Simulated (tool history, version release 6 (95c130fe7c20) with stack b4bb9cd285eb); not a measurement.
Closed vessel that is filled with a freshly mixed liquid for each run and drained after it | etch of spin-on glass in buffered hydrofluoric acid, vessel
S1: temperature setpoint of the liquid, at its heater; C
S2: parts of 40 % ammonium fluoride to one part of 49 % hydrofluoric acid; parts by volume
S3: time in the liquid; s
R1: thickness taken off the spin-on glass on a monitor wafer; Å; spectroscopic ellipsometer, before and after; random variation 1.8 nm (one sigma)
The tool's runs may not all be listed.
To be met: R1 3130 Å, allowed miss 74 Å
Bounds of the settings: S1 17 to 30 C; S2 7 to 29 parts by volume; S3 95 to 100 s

Run 1, hour 0: S1 22 C, S2 18 parts by volume, S3 95 s. Result: R1 1309.8 Å.
Run 2, hour 8.6: S1 24 C, S2 15.5 parts by volume, S3 95 s. Result: R1 1672.5 Å.
Run 3, hour 9.6: S1 25.5 C, S2 14 parts by volume, S3 95 s. Result: R1 2008.7 Å.
Run 4, hour 18.5: S1 23.5 C, S2 14 parts by volume, S3 95 s. Result: R1 1815.2 Å.
Run 5, hour 21.8: S1 25.5 C, S2 13 parts by volume, S3 95 s. Result: R1 2159.2 Å.
Run 6, hour 26.6: S1 25.5 C, S2 13 parts by volume, S3 95 s. Result: R1 2164.2 Å.
Run 7, hour 31.5: S1 27 C, S2 12.5 parts by volume, S3 95 s. Result: R1 2427.8 Å.
Run 8, hour 34.6: S1 28 C, S2 12 parts by volume, S3 95 s. Result: R1 2705.1 Å.
Run 9, hour 38.5: S1 28.5 C, S2 12 parts by volume, S3 95 s. Result: R1 2766.1 Å.
Run 10, hour 43.8: S1 29 C, S2 12 parts by volume, S3 95 s. Result: R1 2808.4 Å.
Run 11, hour 52.6: S1 29.5 C, S2 12 parts by volume, S3 95 s. Result: R1 2916.9 Å.

Which of these 4 next moves meets every target?
Run A, hour 61.4: S1 25.5 C, S2 10 parts by volume, S3 100 s. Result: R1 ?.
Run B, hour 61.4: S1 29.5 C, S2 11 parts by volume, S3 95 s. Result: R1 ?.
Run C, hour 61.4: S1 30 C, S2 12.5 parts by volume, S3 100 s. Result: R1 ?.
Run D, hour 61.4: S1 30 C, S2 13.5 parts by volume, S3 100 s. Result: R1 ?.

move      R1
   A  2927.4
   B  3137.1
   C  2992.9
   D    2776
A: as far off as the last run
B: meets every target
C: nearer than the last run, and not there yet
D: further off than the last run
Move B is the one to make.
